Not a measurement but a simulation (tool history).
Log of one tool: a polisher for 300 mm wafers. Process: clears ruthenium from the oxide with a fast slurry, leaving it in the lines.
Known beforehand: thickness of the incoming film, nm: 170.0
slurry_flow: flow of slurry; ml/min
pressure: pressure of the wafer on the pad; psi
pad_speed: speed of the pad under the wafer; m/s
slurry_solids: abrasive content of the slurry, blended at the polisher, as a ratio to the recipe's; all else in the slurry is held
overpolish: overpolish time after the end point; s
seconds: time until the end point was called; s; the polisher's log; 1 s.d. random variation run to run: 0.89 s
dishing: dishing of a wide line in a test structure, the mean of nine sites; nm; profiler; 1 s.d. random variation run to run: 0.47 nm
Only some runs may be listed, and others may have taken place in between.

run  hour  slurry_flow  pressure  pad_speed  slurry_solids  overpolish  seconds  dishing
  1   0.0          295       1.9       0.82           1.00          29   66.223   67.950
  2   6.6          295       1.9       0.82           1.00          19   68.947   44.671
  3   8.1          295       1.5       0.82           1.00          19   84.494   35.951
  4  11.8          345       1.5       0.82           1.00          19   83.606   36.949
  5  13.7          305       1.5       0.92           1.00          17   76.672   35.439
  6  17.7          275       1.5       1.00           1.05          15   70.520   34.554
  7  18.6          250       1.5       1.06           1.15          14   67.032   34.031
  8  25.0          230       1.5       1.10           1.25          13   65.152   33.741
  9  33.4          215       1.6       1.14           1.20          12   59.298   33.528
 10  34.3          205       1.7       1.16           1.10          11   57.845   32.204
 11  39.2          205       1.8       1.18           1.00          11   53.942   33.690
 12  46.1          200       1.9       1.20           0.90          11   54.407   35.002
 13  49.5          195       1.8       1.22           1.05          11   52.361   34.529

Run 14, settings as shown, results not yet in. Your forecast:
 14  52.7          190       1.8       1.22           1.05          11        ?        ?

{"run 14": {"seconds": 52.087, "dishing": 34.708}}
